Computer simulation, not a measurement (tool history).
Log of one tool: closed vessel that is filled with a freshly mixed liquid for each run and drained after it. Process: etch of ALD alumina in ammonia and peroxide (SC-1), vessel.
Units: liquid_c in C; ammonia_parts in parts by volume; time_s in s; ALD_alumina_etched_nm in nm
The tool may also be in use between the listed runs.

run,hour,liquid_c,ammonia_parts,time_s,ALD_alumina_etched_nm
1,0,50,0.5,370,26.638
2,2.3,48.5,0.5,370,24.796
3,5.2,47,0.5,370,22.626
4,11.6,47,0.35,370,22.038
5,15.5,49.5,0.35,370,25.156
6,21.9,49.5,0.3,370,24.696
7,31.2,48,0.3,370,22.898

Run 8 comes next. What will it give?
8,32.3,47,0.3,370,?

{"run 8": {"ALD_alumina_etched_nm": 21.511}}
